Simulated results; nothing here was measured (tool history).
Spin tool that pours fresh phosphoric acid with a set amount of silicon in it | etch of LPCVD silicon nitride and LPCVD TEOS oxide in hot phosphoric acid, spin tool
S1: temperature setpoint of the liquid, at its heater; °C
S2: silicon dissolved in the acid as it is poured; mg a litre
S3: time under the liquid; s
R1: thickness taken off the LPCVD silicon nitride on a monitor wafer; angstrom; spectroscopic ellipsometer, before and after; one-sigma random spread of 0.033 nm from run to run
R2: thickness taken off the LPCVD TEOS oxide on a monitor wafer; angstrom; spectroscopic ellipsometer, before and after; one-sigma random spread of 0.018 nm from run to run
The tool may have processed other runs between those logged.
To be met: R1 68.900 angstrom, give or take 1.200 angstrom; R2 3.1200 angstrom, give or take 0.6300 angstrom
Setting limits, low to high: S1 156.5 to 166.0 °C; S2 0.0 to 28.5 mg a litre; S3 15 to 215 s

| run | hour | S1 | S2 | S3 | R1 | R2 |
|---|---|---|---|---|---|---|
| 1 | 0.0 | 161.0 | 12.5 | 110 | 92.219 | 3.9191 |
| 2 | 8.7 | 161.0 | 12.5 | 65 | 54.266 | 2.4010 |
| 3 | 17.4 | 162.0 | 12.5 | 65 | 56.320 | 2.7845 |
| 4 | 17.9 | 162.0 | 12.5 | 90 | 78.624 | 4.2066 |
| 5 | 23.1 | 162.0 | 12.0 | 90 | 77.703 | 3.8201 |
| 6 | 30.4 | 162.0 | 11.5 | 90 | 77.798 | 4.3058 |
| 7 | 37.6 | 161.5 | 11.0 | 90 | 76.568 | 3.8944 |
| 8 | 40.7 | 159.0 | 5.5 | 85 | 66.624 | 3.1608 |
| 9 | 43.9 | 159.0 | 6.0 | 85 | 66.193 | 3.5115 |
| 10 | 49.9 | 159.0 | 6.0 | 85 | 66.392 | 3.5970 |

4 candidate next runs follow, results not yet known. Just one meets every target within its allowed miss. Identify it.
| A | 55.9 | 158.5 | 9.5 | 90 | ? | ? |
| B | 55.9 | 158.5 | 10.5 | 85 | ? | ? |
| C | 55.9 | 159.5 | 8.5 | 80 | ? | ? |
| D | 55.9 | 161.5 | 1.5 | 75 | ? | ? |

| move | R1 | R2 |
|---|---|---|
| A | 69.278 | 3.3048 |
| B | 65.429 | 3.0526 |
| C | 63.693 | 3.2342 |
| D | 63.851 | 4.0444 |
A: in spec on every target
B: lands further from the targets than the last run did
C: lands further from the targets than the last run did
D: lands further from the targets than the last run did
A is the move that brings every result within its allowed miss.
